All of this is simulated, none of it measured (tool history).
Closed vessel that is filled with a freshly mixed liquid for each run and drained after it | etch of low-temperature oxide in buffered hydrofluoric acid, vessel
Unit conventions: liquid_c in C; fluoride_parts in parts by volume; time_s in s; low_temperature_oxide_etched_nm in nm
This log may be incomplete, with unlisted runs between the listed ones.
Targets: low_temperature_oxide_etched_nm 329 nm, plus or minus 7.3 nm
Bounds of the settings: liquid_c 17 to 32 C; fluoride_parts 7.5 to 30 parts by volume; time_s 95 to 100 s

run  hour  liquid_c  fluoride_parts  time_s  low_temperature_oxide_etched_nm
  1     0        25              22      95                           111.37
  2     9        25              22      95                           110.62
  3  10.6      27.5              17      95                           155.52
  4    17      24.5              17      95                           132.19
  5  26.2      24.5              17     100                           139.18
  6  31.4      24.5              17     100                           138.78
  7    40        27            13.5     100                           200.01
  8  41.8      28.5            12.5     100                           230.29
  9  46.3      29.5            11.5     100                           266.68
 10  55.2      30.5            11.5     100                           278.91
 11  64.4        31              11     100                           298.81
 12  69.1      31.5              11     100                           307.71
 13  71.1        32             9.5     100                           365.91
 14  72.5      31.5             9.5     100                           357.18
 15    78      29.5             9.5     100                           318.98

Which of these 4 next moves meets every target?
  A  83.5        30              10     100                                ?
  B  83.5        29               9     100                                ?
  C  83.5        32              11     100                                ?
  D  83.5        30             9.5      95                                ?

move  low_temperature_oxide_etched_nm
   A                           310.43
   B                           322.92
   C                           314.01
   D                           309.98
A: misses by more than the last run did
B: every result lands within tolerance
C: misses by more than the last run did
D: misses by more than the last run did
The right move is B.
